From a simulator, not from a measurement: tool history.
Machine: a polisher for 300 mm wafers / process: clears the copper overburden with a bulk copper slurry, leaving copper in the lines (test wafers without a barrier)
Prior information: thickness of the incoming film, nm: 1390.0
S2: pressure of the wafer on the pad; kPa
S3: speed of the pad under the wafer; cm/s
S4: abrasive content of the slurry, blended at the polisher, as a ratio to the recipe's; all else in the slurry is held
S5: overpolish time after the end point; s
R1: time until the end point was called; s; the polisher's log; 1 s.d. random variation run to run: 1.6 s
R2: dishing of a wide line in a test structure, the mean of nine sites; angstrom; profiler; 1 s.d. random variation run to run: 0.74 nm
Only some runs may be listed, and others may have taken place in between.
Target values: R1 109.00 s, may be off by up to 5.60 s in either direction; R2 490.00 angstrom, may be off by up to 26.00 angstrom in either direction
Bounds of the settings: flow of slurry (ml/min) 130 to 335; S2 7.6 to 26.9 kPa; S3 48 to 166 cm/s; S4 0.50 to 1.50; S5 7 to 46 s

{"run": 1, "day": 0.0, "flow of slurry (ml/min)": 215, "S2": 17.2, "S3": 106, "S4": 1.0, "S5": 24, "R1": 166.47, "R2": 457.75}
{"run": 2, "day": 0.212, "flow of slurry (ml/min)": 215, "S2": 17.2, "S3": 106, "S4": 1.0, "S5": 19, "R1": 167.0, "R2": 435.18}
{"run": 3, "day": 0.517, "flow of slurry (ml/min)": 215, "S2": 17.2, "S3": 106, "S4": 1.2, "S5": 19, "R1": 164.07, "R2": 434.62}
{"run": 4, "day": 0.846, "flow of slurry (ml/min)": 215, "S2": 17.2, "S3": 90, "S4": 1.2, "S5": 19, "R1": 189.42, "R2": 423.71}
{"run": 5, "day": 1.088, "flow of slurry (ml/min)": 215, "S2": 17.2, "S3": 90, "S4": 1.2, "S5": 25, "R1": 184.17, "R2": 438.14}
{"run": 6, "day": 1.346, "flow of slurry (ml/min)": 215, "S2": 17.2, "S3": 90, "S4": 1.2, "S5": 17, "R1": 191.61, "R2": 420.4}
{"run": 7, "day": 1.488, "flow of slurry (ml/min)": 215, "S2": 18.6, "S3": 90, "S4": 1.2, "S5": 17, "R1": 175.69, "R2": 431.48}
{"run": 8, "day": 1.717, "flow of slurry (ml/min)": 215, "S2": 19.3, "S3": 90, "S4": 1.2, "S5": 16, "R1": 174.58, "R2": 424.37}
{"run": 9, "day": 1.9, "flow of slurry (ml/min)": 215, "S2": 24.1, "S3": 102, "S4": 1.2, "S5": 24, "R1": 120.89, "R2": 491.82}
{"run": 10, "day": 2.046, "flow of slurry (ml/min)": 215, "S2": 24.1, "S3": 102, "S4": 1.2, "S5": 23, "R1": 121.42, "R2": 492.4}
{"run": 11, "day": 2.371, "flow of slurry (ml/min)": 215, "S2": 24.1, "S3": 102, "S4": 1.2, "S5": 22, "R1": 124.06, "R2": 492.54}
{"run": 12, "day": 2.738, "flow of slurry (ml/min)": 215, "S2": 24.1, "S3": 102, "S4": 1.2, "S5": 21, "R1": 121.64, "R2": 495.16}
{"run": 13, "day": 3.108, "flow of slurry (ml/min)": 215, "S2": 24.1, "S3": 102, "S4": 1.2, "S5": 20, "R1": 122.95, "R2": 483.53}
{"run": 14, "day": 3.312, "flow of slurry (ml/min)": 215, "S2": 24.1, "S3": 102, "S4": 1.2, "S5": 19, "R1": 123.79, "R2": 474.63}

Consider the 5 candidate settings below. Which is the only one whose results all fall within their allowed miss of target?
{"run": "A", "day": 3.517, "flow of slurry (ml/min)": 240, "S2": 26.9, "S3": 98, "S4": 1.35, "S5": 18, "R1": "?", "R2": "?"}
{"run": "B", "day": 3.517, "flow of slurry (ml/min)": 180, "S2": 24.8, "S3": 78, "S4": 1.2, "S5": 23, "R1": "?", "R2": "?"}
{"run": "C", "day": 3.517, "flow of slurry (ml/min)": 230, "S2": 24.1, "S3": 100, "S4": 1.1, "S5": 24, "R1": "?", "R2": "?"}
{"run": "D", "day": 3.517, "flow of slurry (ml/min)": 205, "S2": 21.4, "S3": 96, "S4": 1.35, "S5": 19, "R1": "?", "R2": "?"}
{"run": "E", "day": 3.517, "flow of slurry (ml/min)": 205, "S2": 22.1, "S3": 92, "S4": 1.05, "S5": 21, "R1": "?", "R2": "?"}

move=A R1=108.15 R2=490.65
move=B R1=152.21 R2=481.24
move=C R1=123.32 R2=492.75
move=D R1=140.76 R2=466.26
move=E R1=148.45 R2=471.34
A: each result inside its tolerance
B: the biggest miss grows against the last run
C: roughly where the last run was
D: the biggest miss grows against the last run
E: the biggest miss grows against the last run
A meets every target.

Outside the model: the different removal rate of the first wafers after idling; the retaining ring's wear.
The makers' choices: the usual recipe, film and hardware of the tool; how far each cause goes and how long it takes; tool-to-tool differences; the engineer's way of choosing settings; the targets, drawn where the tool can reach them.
